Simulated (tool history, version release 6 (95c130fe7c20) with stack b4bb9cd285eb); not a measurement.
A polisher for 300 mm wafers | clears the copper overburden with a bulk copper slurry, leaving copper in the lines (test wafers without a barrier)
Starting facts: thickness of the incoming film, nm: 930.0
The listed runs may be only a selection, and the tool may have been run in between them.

run  hour  flow of slurry (ml/min)  pressure of the wafer on the pad (psi)  speed of the pad under the wafer (m/s)  abrasive content of the slurry  overpolish time after the end point (s)  time until the end point was called (s)  dishing of a wide line in a test structure (Å)
  1     0                      195                                     2.7                                     1.1                               1                                       15                                   93.919                                          896.15
  2   5.8                      155                                     2.7                                     1.1                               1                                       15                                   96.417                                          862.83
  3   8.4                      160                                     2.8                                     1.1                               1                                       15                                   95.665                                             885
  4  15.3                      160                                     2.8                                     1.1                            1.15                                       15                                   90.005                                          911.79
  5  17.5                      160                                     2.8                                     1.1                            1.15                                       10                                   92.006                                          682.12
     19.2  -- head pressure recalibrated
  6  19.2                      150                                       3                                    1.08                             1.1                                       11                                   84.383                                           778.6
  7    25                      145                                     3.1                                    1.06                             1.1                                       12                                   86.703                                          840.85

Predict the results of run 8:
  8  26.5                      145                                     3.2                                    1.04                             1.1                                       13                                        ?                                               ?

{"run 8": {"time until the end point was called (s)": 89.336, "dishing of a wide line in a test structure (Å)": 872.46}}
